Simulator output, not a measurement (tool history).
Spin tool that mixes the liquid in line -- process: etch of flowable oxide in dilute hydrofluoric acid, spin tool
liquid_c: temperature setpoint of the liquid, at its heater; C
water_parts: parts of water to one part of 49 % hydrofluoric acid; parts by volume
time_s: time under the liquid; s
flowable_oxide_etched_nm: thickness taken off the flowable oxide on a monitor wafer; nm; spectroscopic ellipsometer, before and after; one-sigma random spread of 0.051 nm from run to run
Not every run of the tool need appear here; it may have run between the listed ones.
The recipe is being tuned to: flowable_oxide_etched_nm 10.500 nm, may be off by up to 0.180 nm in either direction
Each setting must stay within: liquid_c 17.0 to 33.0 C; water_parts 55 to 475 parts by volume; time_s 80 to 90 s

run	day	liquid_c	water_parts	time_s	flowable_oxide_etched_nm
1	0.000	25.0	265	80	15.720
2	0.342	25.0	300	80	13.371
3	0.538	25.0	300	90	15.079
4	0.888	28.0	300	90	16.694
5	0.979	28.0	300	90	16.674
6	1.217	25.0	310	90	14.517
7	1.492	23.0	315	90	13.220
8	1.817	21.5	315	90	12.500
9	2.129	20.5	315	90	12.106
10	2.233	19.5	315	90	11.780
11	2.446	19.0	315	90	11.422
12	2.588	19.0	315	90	11.512
13	2.633	18.5	315	90	11.314
14	2.671	18.0	315	90	11.032
15	2.954	17.5	315	90	10.785
16	3.112	17.0	315	90	10.718

Below are 5 possible settings for the next run. Only one of them brings all results inside the allowed miss of their targets. Which is it?
A	3.271	17.0	295	85	?
B	3.271	17.0	290	80	?
C	3.271	19.0	295	80	?
D	3.271	22.0	335	85	?
E	3.271	17.0	280	80	?

move	flowable_oxide_etched_nm
A	11.046
B	10.624
C	11.194
D	11.210
E	11.103
A: further off than the last run
B: all results land within tolerance of their targets
C: further off than the last run
D: further off than the last run
E: further off than the last run
B is the move that brings every result within its allowed miss.

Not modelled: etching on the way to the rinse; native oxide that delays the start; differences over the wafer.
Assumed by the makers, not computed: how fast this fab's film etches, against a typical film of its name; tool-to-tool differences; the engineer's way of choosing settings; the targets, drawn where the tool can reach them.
